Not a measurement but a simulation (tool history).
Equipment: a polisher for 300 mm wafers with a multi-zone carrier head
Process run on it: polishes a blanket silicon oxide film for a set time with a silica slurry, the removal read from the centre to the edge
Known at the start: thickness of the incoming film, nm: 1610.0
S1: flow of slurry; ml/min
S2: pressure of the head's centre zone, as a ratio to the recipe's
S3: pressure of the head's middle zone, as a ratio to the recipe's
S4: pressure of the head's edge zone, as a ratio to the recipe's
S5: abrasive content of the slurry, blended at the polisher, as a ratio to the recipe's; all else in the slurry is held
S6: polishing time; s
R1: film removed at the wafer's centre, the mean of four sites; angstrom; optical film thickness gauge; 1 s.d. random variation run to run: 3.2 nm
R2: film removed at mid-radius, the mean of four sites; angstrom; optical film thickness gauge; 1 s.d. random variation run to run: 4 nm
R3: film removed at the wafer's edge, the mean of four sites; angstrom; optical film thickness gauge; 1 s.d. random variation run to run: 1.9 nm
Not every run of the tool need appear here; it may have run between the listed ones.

{"run": 1, "hour": 0.0, "S1": 165, "S2": 1, "S3": 1, "S4": 1, "S5": 1, "S6": 69, "R1": 2065.1, "R2": 2087.7, "R3": 1995.5}
{"run": 2, "hour": 8.6, "S1": 165, "S2": 1, "S3": 0.95, "S4": 1, "S5": 1, "S6": 69, "R1": 2064.9, "R2": 1943.7, "R3": 1989.8}
{"run": 3, "hour": 16.5, "S1": 165, "S2": 1, "S3": 0.95, "S4": 1, "S5": 0.9, "S6": 69, "R1": 1929.5, "R2": 1876.4, "R3": 1873.6}
{"run": 4, "hour": 20.0, "S1": 170, "S2": 0.99, "S3": 0.97, "S4": 1.02, "S5": 0.95, "S6": 69, "R1": 1963.4, "R2": 2015.4, "R3": 1917.2}
{"run": 5, "hour": 25.9, "S1": 170, "S2": 0.99, "S3": 0.97, "S4": 1.02, "S5": 0.95, "S6": 78, "R1": 2212.4, "R2": 2208.4, "R3": 2212.7}
{"run": 6, "hour": 29.3, "S1": 165, "S2": 0.98, "S3": 0.98, "S4": 1.03, "S5": 1, "S6": 78, "R1": 2277.2, "R2": 2328.9, "R3": 2251.6}
{"run": 7, "hour": 36.0, "S1": 165, "S2": 0.96, "S3": 0.97, "S4": 1.05, "S5": 1.05, "S6": 78, "R1": 2270.7, "R2": 2334.2, "R3": 2355.1}
{"run": 8, "hour": 39.5, "S1": 165, "S2": 0.95, "S3": 0.98, "S4": 1.06, "S5": 1.1, "S6": 78, "R1": 2364.3, "R2": 2444.9, "R3": 2465.4}
{"run": 9, "hour": 47.4, "S1": 170, "S2": 0.94, "S3": 0.99, "S4": 1.07, "S5": 1.1, "S6": 78, "R1": 2330.3, "R2": 2437.4, "R3": 2435.7}

Forecast run 10:
{"run": 10, "hour": 53.7, "S1": 170, "S2": 0.93, "S3": 1, "S4": 1.08, "S5": 1.15, "S6": 78, "R1": "?", "R2": "?", "R3": "?"}

R1: 2312 angstrom
R2: 2540.8 angstrom
R3: 2519.3 angstrom

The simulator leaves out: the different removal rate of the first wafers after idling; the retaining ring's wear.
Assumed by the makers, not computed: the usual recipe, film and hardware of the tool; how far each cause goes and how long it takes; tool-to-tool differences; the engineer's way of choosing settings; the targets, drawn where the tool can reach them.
